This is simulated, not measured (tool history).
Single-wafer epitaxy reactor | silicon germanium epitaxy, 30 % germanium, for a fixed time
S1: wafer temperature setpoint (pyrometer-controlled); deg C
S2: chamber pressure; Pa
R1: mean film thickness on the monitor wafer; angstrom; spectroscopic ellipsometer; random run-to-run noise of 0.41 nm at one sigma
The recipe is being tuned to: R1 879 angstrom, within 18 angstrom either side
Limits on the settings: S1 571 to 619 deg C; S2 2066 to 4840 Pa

{"run": 1, "hour": 0.0, "S1": 595, "S2": 3453, "R1": 606.78}
{"run": 2, "hour": 8.8, "S1": 591, "S2": 3453, "R1": 553.65}
{"run": 3, "hour": 11.1, "S1": 597, "S2": 3466, "R1": 626.89}
{"run": 4, "hour": 14.1, "S1": 589, "S2": 3466, "R1": 528.9}
{"run": 5, "hour": 15.0, "S1": 589, "S2": 3240, "R1": 513.73}
{"run": 6, "hour": 21.7, "S1": 581, "S2": 3240, "R1": 436.74}
{"run": 7, "hour": 26.9, "S1": 590, "S2": 3266, "R1": 535.61}
{"run": 8, "hour": 35.8, "S1": 596, "S2": 3293, "R1": 611.02}
{"run": 9, "hour": 37.0, "S1": 600, "S2": 3306, "R1": 656.52}
{"run": 10, "hour": 45.1, "S1": 600, "S2": 3306, "R1": 655.94}
{"run": 11, "hour": 48.6, "S1": 604, "S2": 3320, "R1": 714.28}
{"hour": 54.5, "done": "capacitance manometer re-zeroed and calibrated"}
{"run": 12, "hour": 54.5, "S1": 607, "S2": 3333, "R1": 784.24}
{"run": 13, "hour": 56.4, "S1": 608, "S2": 3333, "R1": 789.15}

Exactly one of the 5 candidate moves below puts every result within its allowed miss. Which one?
{"run": "A", "hour": 58.3, "S1": 603, "S2": 3106, "R1": "?"}
{"run": "B", "hour": 58.3, "S1": 605, "S2": 3266, "R1": "?"}
{"run": "C", "hour": 58.3, "S1": 612, "S2": 3533, "R1": "?"}
{"run": "D", "hour": 58.3, "S1": 603, "S2": 3693, "R1": "?"}
{"run": "E", "hour": 58.3, "S1": 603, "S2": 3213, "R1": "?"}

move=A R1=702.75
move=B R1=745
move=C R1=882.63
move=D R1=746.1
move=E R1=710.93
A: misses by more than the last run did
B: misses by more than the last run did
C: all results land within tolerance of their targets
D: misses by more than the last run did
E: misses by more than the last run did
Correct choice: C, which meets every target

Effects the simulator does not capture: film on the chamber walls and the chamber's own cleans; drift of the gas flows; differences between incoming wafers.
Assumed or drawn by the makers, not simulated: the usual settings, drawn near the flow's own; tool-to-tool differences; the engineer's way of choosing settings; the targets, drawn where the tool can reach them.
